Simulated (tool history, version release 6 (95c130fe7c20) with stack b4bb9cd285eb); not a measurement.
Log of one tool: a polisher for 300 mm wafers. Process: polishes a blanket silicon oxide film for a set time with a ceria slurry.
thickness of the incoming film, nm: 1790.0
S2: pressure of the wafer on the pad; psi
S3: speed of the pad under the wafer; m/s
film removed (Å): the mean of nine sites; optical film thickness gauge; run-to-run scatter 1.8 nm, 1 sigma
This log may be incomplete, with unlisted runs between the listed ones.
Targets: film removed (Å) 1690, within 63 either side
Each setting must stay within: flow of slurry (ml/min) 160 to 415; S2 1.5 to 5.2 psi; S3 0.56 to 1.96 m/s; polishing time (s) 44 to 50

run 1 hour=0 | flow_of_slurry_(ml/min)=265 S2=3.3 S3=1.26 polishing_time_(s)=50 | film_removed_(Å)=2580.3
run 2 hour=1.2 | flow_of_slurry_(ml/min)=265 S2=3.3 S3=1.14 polishing_time_(s)=50 | film_removed_(Å)=2362.8
run 3 hour=9.1 | flow_of_slurry_(ml/min)=265 S2=3.2 S3=1.14 polishing_time_(s)=50 | film_removed_(Å)=2283.3
run 4 hour=17.6 | flow_of_slurry_(ml/min)=265 S2=3.2 S3=1.38 polishing_time_(s)=50 | film_removed_(Å)=2813.5
run 5 hour=21.5 | flow_of_slurry_(ml/min)=265 S2=3 S3=1.38 polishing_time_(s)=50 | film_removed_(Å)=2622.4
run 6 hour=28.8 | flow_of_slurry_(ml/min)=265 S2=3 S3=1.38 polishing_time_(s)=50 | film_removed_(Å)=2609.4
-- hour=35.9 slurry nozzle cleaned
run 7 hour=35.9 | flow_of_slurry_(ml/min)=265 S2=3 S3=1.38 polishing_time_(s)=50 | film_removed_(Å)=2790.2
run 8 hour=43.9 | flow_of_slurry_(ml/min)=265 S2=2.8 S3=1.34 polishing_time_(s)=50 | film_removed_(Å)=2582.1
run 9 hour=52.5 | flow_of_slurry_(ml/min)=265 S2=2.6 S3=1.28 polishing_time_(s)=50 | film_removed_(Å)=2281
run 10 hour=54.1 | flow_of_slurry_(ml/min)=265 S2=2.4 S3=1.26 polishing_time_(s)=50 | film_removed_(Å)=2042.8
run 11 hour=56.3 | flow_of_slurry_(ml/min)=265 S2=2.3 S3=1.26 polishing_time_(s)=50 | film_removed_(Å)=1974.4
run 12 hour=60.8 | flow_of_slurry_(ml/min)=265 S2=1.7 S3=1.26 polishing_time_(s)=50 | film_removed_(Å)=1476.1
run 13 hour=66.5 | flow_of_slurry_(ml/min)=265 S2=2.1 S3=1.26 polishing_time_(s)=50 | film_removed_(Å)=1809

Exactly one of the 5 candidate moves below puts every result within its allowed miss. Which one?
run A hour=72.2 | flow_of_slurry_(ml/min)=275 S2=2.6 S3=1.12 polishing_time_(s)=47 | film_removed_(Å)=?
run B hour=72.2 | flow_of_slurry_(ml/min)=275 S2=2 S3=1.4 polishing_time_(s)=44 | film_removed_(Å)=?
run C hour=72.2 | flow_of_slurry_(ml/min)=365 S2=1.9 S3=1.56 polishing_time_(s)=50 | film_removed_(Å)=?
run D hour=72.2 | flow_of_slurry_(ml/min)=265 S2=2.3 S3=1.28 polishing_time_(s)=46 | film_removed_(Å)=?
run E hour=72.2 | flow_of_slurry_(ml/min)=300 S2=2.1 S3=1.34 polishing_time_(s)=46 | film_removed_(Å)=?

move=A film_removed_(Å)=1878.8
move=B film_removed_(Å)=1698.9
move=C film_removed_(Å)=2096.7
move=D film_removed_(Å)=1852.8
move=E film_removed_(Å)=1798.8
A: its largest miss is bigger than the last run's
B: all results land within tolerance of their targets
C: its largest miss is bigger than the last run's
D: its largest miss is bigger than the last run's
E: an improvement on the last run, though not all results are within tolerance
B is the move that brings every result within its allowed miss.

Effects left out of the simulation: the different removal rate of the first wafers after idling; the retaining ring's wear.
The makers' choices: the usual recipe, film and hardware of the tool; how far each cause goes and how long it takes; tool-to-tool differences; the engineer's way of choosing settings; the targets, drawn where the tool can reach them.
